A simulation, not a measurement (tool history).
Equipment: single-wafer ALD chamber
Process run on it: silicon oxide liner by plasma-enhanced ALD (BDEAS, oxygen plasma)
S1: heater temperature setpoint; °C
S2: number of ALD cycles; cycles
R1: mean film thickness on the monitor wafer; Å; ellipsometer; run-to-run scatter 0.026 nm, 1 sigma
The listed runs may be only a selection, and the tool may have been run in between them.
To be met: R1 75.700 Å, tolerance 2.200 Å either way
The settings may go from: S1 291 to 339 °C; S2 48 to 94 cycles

run,hour,S1,S2,R1
1,0.0,315,71,65.511
2,6.5,315,76,69.083
3,11.8,315,77,70.454
4,14.7,315,67,61.661
5,19.9,315,69,63.379
6,24.8,315,60,54.758
7,33.9,315,62,56.663
8,38.5,315,64,58.770
9,44.9,315,66,60.566
10,47.4,315,68,62.196
11,51.4,315,69,63.122
12,53.9,315,70,64.092
13,58.4,315,71,65.006

4 next moves are on the table. One of them brings every result within its allowed miss. Which?
A,62.9,313,89,?
B,62.9,310,60,?
C,62.9,315,82,?
D,62.9,315,87,?

move,R1
A,81.727
B,55.304
C,75.110
D,79.690
A: takes the result that was furthest off past its target
B: moves away from the targets compared with the last run
C: in spec on every target
D: takes the result that was furthest off past its target
So the answer is move C, the one that meets all the targets.
